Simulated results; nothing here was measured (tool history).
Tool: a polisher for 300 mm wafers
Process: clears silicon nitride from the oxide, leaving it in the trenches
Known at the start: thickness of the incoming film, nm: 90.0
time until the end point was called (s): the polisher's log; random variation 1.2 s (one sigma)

run	hour	flow of slurry (ml/min)	pressure of the wafer on the pad (kPa)	speed of the pad under the wafer (m/s)	overpolish time after the end point (s)	time until the end point was called (s)
1	0.0	235	22.1	1.18	38	81.320
2	4.3	200	22.1	1.18	38	85.490
3	8.9	200	20.0	1.18	38	93.031
4	10.9	205	21.4	1.20	38	85.785
5	19.5	210	22.8	1.20	38	80.145
6	22.8	210	22.8	1.08	38	87.834
7	24.2	215	24.1	1.08	38	81.103
8	26.3	215	24.1	1.08	38	83.084
9	28.1	220	25.5	1.08	38	78.567
10	31.1	220	26.2	1.08	38	76.766
11	34.0	220	26.2	1.08	38	75.451

Forecast run 12:
12	41.8	220	26.9	1.08	38	?

{"run 12": {"time until the end point was called (s)": 71.547}}
